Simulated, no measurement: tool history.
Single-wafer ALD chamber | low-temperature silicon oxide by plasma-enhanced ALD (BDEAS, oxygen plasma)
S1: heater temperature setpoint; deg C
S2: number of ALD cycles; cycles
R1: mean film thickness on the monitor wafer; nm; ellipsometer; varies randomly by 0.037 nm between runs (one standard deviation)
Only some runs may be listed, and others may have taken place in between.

{"run": 1, "hour": 0.0, "S1": 85, "S2": 56, "R1": 8.0296}
{"run": 2, "hour": 5.0, "S1": 94, "S2": 56, "R1": 7.7409}
{"run": 3, "hour": 8.9, "S1": 94, "S2": 59, "R1": 8.1881}
{"run": 4, "hour": 10.4, "S1": 97, "S2": 56, "R1": 7.7206}
{"run": 5, "hour": 15.3, "S1": 97, "S2": 51, "R1": 7.0199}
{"run": 6, "hour": 18.9, "S1": 89, "S2": 51, "R1": 7.3309}

What will run 7 give?
{"run": 7, "hour": 23.9, "S1": 93, "S2": 50, "R1": "?"}

Run 7 produced R1 7.0483 nm.
